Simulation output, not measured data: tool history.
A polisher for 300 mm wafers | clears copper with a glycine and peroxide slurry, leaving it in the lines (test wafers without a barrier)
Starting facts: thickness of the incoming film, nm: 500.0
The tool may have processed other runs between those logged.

run,day,flow of slurry (ml/min),pressure of the wafer on the pad (kPa),speed of the pad under the wafer (cm/s),overpolish time after the end point (s),time until the end point was called (s),dishing of a wide line in a test structure (Å)
1,0,215,17.2,76,22,148.31,447.36
2,0.35,215,18.6,76,22,139.7,464.36
3,0.496,215,18.6,76,26,137.18,525.67
4,0.846,215,17.9,76,28,142.58,528.1
5,1.021,215,17.9,76,21,143.03,441.52
6,1.367,215,17.9,86,21,131.4,485.06
7,1.679,215,17.2,86,24,137.24,502.2
8,1.783,215,16.5,86,27,140.89,530.01
9,1.954,215,15.9,86,29,146.85,560.65
10,2.129,215,15.9,86,30,147.47,553.56
11,2.429,215,15.9,86,31,143.82,573.56
12,2.792,215,15.2,86,32,151.2,560.7

Estimate the outcome of run 13 from the log above:
13,2.929,215,15.2,86,33,?,?

time until the end point was called (s): 150.42
dishing of a wide line in a test structure (Å): 589.22

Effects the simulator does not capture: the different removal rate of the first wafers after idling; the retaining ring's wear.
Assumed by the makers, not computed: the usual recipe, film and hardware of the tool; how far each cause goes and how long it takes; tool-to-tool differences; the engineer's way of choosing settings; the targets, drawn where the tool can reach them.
